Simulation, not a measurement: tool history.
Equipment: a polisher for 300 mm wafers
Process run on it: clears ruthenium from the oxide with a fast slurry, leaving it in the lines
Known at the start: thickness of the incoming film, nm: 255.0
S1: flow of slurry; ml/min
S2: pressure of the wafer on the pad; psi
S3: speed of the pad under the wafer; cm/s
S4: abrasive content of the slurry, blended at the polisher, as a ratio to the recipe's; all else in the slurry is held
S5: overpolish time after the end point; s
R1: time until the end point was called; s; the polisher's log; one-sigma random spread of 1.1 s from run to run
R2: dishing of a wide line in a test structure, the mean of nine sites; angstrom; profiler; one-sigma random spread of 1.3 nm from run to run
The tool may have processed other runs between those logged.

Run 1, hour 0: S1 165 ml/min, S2 2.1 psi, S3 92 cm/s, S4 1, S5 28 s. Result: R1 89.612 s, R2 667.2 angstrom.
Run 2, hour 8.6: S1 165 ml/min, S2 2.1 psi, S3 92 cm/s, S4 0.85, S5 28 s. Result: R1 91.934 s, R2 646.11 angstrom.
Run 3, hour 12.6: S1 165 ml/min, S2 2.1 psi, S3 92 cm/s, S4 1, S5 28 s. Result: R1 87.125 s, R2 712.15 angstrom.
Run 4, hour 19.8: S1 165 ml/min, S2 2.1 psi, S3 108 cm/s, S4 1, S5 28 s. Result: R1 75.13 s, R2 788.98 angstrom.
Run 5, hour 22: S1 165 ml/min, S2 2.1 psi, S3 108 cm/s, S4 1, S5 33 s. Result: R1 75.7 s, R2 908.39 angstrom.
Run 6, hour 28.4: S1 120 ml/min, S2 2.1 psi, S3 108 cm/s, S4 1, S5 33 s. Result: R1 80.926 s, R2 845.98 angstrom.

The next listed run, before its measurement:
Run 7, hour 32.5: S1 120 ml/min, S2 1.9 psi, S3 108 cm/s, S4 1, S5 31 s. Result: R1 ?, R2 ?.

{"run 7": {"R1": 88.274, "R2": 725.76}}

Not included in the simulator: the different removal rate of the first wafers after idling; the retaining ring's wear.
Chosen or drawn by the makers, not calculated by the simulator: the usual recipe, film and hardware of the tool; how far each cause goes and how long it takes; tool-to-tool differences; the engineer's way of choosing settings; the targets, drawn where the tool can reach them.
